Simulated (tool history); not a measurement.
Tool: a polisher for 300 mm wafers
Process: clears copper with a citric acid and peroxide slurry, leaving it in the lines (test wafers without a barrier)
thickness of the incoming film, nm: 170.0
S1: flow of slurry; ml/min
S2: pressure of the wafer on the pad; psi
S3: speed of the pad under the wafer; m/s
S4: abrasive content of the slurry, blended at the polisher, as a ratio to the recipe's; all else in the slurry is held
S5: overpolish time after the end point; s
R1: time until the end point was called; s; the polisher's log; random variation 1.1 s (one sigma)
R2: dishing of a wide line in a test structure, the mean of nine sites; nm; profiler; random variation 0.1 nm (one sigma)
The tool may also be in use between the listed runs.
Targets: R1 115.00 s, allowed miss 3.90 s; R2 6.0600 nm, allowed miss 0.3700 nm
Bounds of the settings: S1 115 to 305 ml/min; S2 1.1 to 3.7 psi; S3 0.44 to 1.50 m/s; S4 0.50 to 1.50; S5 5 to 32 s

run  hour   S1   S2    S3    S4  S5      R1       R2
  1   0.0  195  2.4  0.96  1.00  16  119.06  18.1890
  2   7.0  195  2.2  0.96  1.00  16  127.62  17.1310
  3   9.4  195  2.5  0.96  1.00  16  116.87  18.3340
  4  12.0  195  2.5  0.96  0.90  16  117.79  18.0730
  5  14.5  220  2.5  0.96  0.90  16  115.00  18.1540
  6  16.2  245  2.6  0.90  0.75  12  120.40  13.4150
  7  23.3  265  2.7  0.86  0.65  10  121.10  10.9740
  8  26.3  305  3.3  0.58  0.50   5  135.06   5.2444
  9  31.0  305  3.4  0.58  0.50   5  132.80   5.3601
     37.8  -- slurry blender recalibrated
 10  37.8  305  3.5  0.60  0.50   5  120.80   5.7527

4 next moves are on the table. One of them brings every result within its allowed miss. Which?
  A  44.6  300  3.4  0.52  0.50   5   ?   ?
  B  44.6  305  3.4  0.68  0.50   5   ?   ?
  C  44.6  305  3.3  0.60  0.50   5   ?   ?
  D  44.6  305  3.0  0.62  0.70   5   ?   ?

move      R1      R2
   A  135.83  5.2127
   B  116.89  6.0383
   C  128.79  5.4912
   D  127.90  5.5254
A: further off than the last run
B: meets every target
C: further off than the last run
D: further off than the last run
Move B is the one to make.

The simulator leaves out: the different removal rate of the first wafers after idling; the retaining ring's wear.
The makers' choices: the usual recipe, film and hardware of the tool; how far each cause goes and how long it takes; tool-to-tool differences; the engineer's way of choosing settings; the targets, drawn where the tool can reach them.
